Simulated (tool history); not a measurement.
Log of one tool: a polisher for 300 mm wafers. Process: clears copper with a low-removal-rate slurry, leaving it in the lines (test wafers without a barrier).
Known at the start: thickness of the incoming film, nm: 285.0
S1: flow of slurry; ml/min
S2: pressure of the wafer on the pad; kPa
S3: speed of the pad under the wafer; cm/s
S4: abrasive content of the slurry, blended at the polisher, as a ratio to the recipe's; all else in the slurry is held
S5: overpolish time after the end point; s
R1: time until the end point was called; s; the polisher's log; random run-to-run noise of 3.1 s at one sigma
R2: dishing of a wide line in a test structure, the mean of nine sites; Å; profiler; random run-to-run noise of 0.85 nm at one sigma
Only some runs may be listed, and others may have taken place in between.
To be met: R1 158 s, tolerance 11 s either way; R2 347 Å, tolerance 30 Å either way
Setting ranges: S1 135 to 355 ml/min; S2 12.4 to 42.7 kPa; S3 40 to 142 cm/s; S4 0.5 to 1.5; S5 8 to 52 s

run,hour,S1,S2,S3,S4,S5,R1,R2
1,0,225,27.6,90,1,26,66.854,503.53
2,8.1,225,24.1,82,1,27,82.402,472.03
3,13.7,225,24.1,82,1,18,79.567,358.2
4,19.7,225,21.4,76,1,21,96.381,360.55
5,22.5,225,19.3,72,1,23,111.32,358.08
6,27.5,225,17.9,70,1,24,121.24,324.25
7,34.8,225,16.5,68,1,27,136.6,335.43
8,43.7,225,15.9,68,1,28,140.97,326.94
9,45.6,225,15.9,68,1,30,140.36,344.89
10,49.4,225,15.2,68,1,31,144.29,352.71

4 next moves are on the table. One of them brings every result within its allowed miss. Which?
A,53.2,220,12.4,64,0.95,40,?,?
B,53.2,215,12.4,62,1,29,?,?
C,53.2,225,17.9,46,0.9,26,?,?
D,53.2,210,15.2,60,1.05,33,?,?

move,R1,R2
A,178.72,353.51
B,182.18,281.62
C,185.26,260.14
D,159.24,340.19
A: moves the result that the last run missed by most past its target, out the other side
B: moves the result that the last run missed by most past its target, out the other side
C: moves the result that the last run missed by most past its target, out the other side
D: every result lands within tolerance
Answer: D

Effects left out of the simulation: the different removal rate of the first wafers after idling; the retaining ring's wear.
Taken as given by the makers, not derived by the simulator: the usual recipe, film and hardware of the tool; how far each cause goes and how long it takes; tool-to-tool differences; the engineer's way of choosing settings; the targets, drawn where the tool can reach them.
